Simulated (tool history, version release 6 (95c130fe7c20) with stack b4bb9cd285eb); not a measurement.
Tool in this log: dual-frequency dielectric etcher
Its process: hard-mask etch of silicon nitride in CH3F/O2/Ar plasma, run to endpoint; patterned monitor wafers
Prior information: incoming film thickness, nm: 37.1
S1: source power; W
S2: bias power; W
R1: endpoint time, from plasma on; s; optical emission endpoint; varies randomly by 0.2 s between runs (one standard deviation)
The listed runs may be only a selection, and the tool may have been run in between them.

run	day	S1	S2	R1
1	0	550	102	37.84
2	0.371	650	102	34.975
3	0.512	650	89	36.478
4	0.667	550	89	39.085
5	0.829	550	107	37.119
6	0.958	550	90	38.831
7	1.092	510	86	40.967
8	1.25	480	85	42.077
9	1.346	460	84	42.851

Run 10 comes next. What will it give?
10	1.646	440	83	?

{"run 10": {"R1": 44.391}}
